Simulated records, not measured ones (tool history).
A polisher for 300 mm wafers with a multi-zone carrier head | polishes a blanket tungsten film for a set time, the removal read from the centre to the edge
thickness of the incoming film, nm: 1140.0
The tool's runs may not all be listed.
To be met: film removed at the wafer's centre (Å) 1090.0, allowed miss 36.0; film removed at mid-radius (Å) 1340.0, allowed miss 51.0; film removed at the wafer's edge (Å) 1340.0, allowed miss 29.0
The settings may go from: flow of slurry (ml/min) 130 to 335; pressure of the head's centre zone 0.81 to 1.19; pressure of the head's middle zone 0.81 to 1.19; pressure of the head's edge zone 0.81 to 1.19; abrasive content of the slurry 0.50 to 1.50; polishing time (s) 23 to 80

run	day	flow of slurry (ml/min)	pressure of the head's centre zone	pressure of the head's middle zone	pressure of the head's edge zone	abrasive content of the slurry	polishing time (s)	film removed at the wafer's centre (Å)	film removed at mid-radius (Å)	film removed at the wafer's edge (Å)
1	0.000	215	1.00	1.00	1.00	1.00	51	1643.4	1694.5	1741.0
2	0.371	215	1.00	1.00	1.00	0.90	51	1632.3	1652.1	1715.8
3	0.504	215	1.00	1.00	1.00	0.75	51	1584.0	1624.7	1672.0
4	0.638	205	0.97	0.99	0.98	0.70	50	1475.8	1587.5	1610.1
5	0.800	205	0.97	0.99	0.98	0.85	50	1533.3	1589.0	1649.2
6	0.821	200	0.94	0.99	0.97	0.80	49	1443.0	1504.0	1595.3
7	1.046	195	0.92	1.01	0.96	0.75	48	1382.5	1551.4	1527.4
8	1.196	190	0.90	1.01	0.96	0.70	47	1290.5	1466.1	1474.1
9	1.412	185	0.89	1.01	0.95	0.65	47	1258.8	1416.1	1448.6
10	1.671	180	0.88	1.02	0.94	0.60	47	1212.9	1439.2	1430.0

5 next moves are on the table. One of them brings every result within its allowed miss. Which?
A	1.929	190	0.82	0.98	0.96	0.50	53	?	?	?
B	1.929	180	0.84	1.03	0.98	0.55	44	?	?	?
C	1.929	220	0.92	0.95	0.90	0.65	49	?	?	?
D	1.929	215	1.04	1.19	0.88	0.70	44	?	?	?
E	1.929	160	0.90	1.03	0.96	0.60	50	?	?	?

move	film removed at the wafer's centre (Å)	film removed at mid-radius (Å)	film removed at the wafer's edge (Å)
A	1278.6	1567.6	1592.2
B	1091.0	1364.9	1341.4
C	1387.3	1487.7	1508.8
D	1409.2	1631.0	1351.5
E	1313.9	1545.3	1513.2
A: further off than the last run
B: meets every target
C: further off than the last run
D: further off than the last run
E: further off than the last run
Answer: B
